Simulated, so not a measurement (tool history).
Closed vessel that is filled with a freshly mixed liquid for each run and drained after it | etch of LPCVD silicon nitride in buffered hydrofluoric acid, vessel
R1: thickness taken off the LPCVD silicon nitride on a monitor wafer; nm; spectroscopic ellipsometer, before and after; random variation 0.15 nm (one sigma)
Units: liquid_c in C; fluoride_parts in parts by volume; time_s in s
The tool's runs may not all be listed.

{"run": 1, "hour": 0.0, "liquid_c": 23, "fluoride_parts": 13.5, "time_s": 1085, "R1": 12.457}
{"run": 2, "hour": 7.7, "liquid_c": 21.5, "fluoride_parts": 13.5, "time_s": 1085, "R1": 11.459}
{"run": 3, "hour": 13.2, "liquid_c": 21.5, "fluoride_parts": 13.5, "time_s": 1085, "R1": 11.39}
{"run": 4, "hour": 21.9, "liquid_c": 21.5, "fluoride_parts": 13.5, "time_s": 1165, "R1": 12.411}
{"run": 5, "hour": 28.8, "liquid_c": 21.5, "fluoride_parts": 13.5, "time_s": 1165, "R1": 12.229}
{"hour": 30.5, "done": "hydrofluoric acid flow meter replaced"}
{"run": 6, "hour": 30.5, "liquid_c": 21.5, "fluoride_parts": 13.5, "time_s": 1085, "R1": 10.778}
{"run": 7, "hour": 31.0, "liquid_c": 22, "fluoride_parts": 13.5, "time_s": 1085, "R1": 11.152}
{"run": 8, "hour": 35.5, "liquid_c": 22.5, "fluoride_parts": 13.5, "time_s": 1085, "R1": 11.585}
{"run": 9, "hour": 42.5, "liquid_c": 23, "fluoride_parts": 13.5, "time_s": 1085, "R1": 11.675}

Forecast run 10:
{"run": 10, "hour": 50.3, "liquid_c": 24, "fluoride_parts": 13.5, "time_s": 1085, "R1": "?"}

Run 10 gave R1 12.455 nm.
